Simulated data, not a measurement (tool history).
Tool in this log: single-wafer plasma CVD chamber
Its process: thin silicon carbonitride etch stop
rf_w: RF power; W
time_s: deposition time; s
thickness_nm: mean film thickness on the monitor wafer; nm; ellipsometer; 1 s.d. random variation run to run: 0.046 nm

run  hour  rf_w  time_s  thickness_nm
  1   0.0   230    23.4        13.867
  2   2.4   245    23.4        13.977
  3   6.3   245    25.4        15.281
  4  14.3   235    24.6        14.636
  5  16.8   250    24.6        14.933
  6  23.9   240    24.0        14.383
  7  26.5   230    23.4        13.869
  8  33.7   225    22.9        13.429
  9  40.8   215    22.6        13.181

Estimate the outcome of run 10 from the log above:
 10  44.7   180    20.4             ?

Run 10 yielded thickness_nm 11.410 nm.
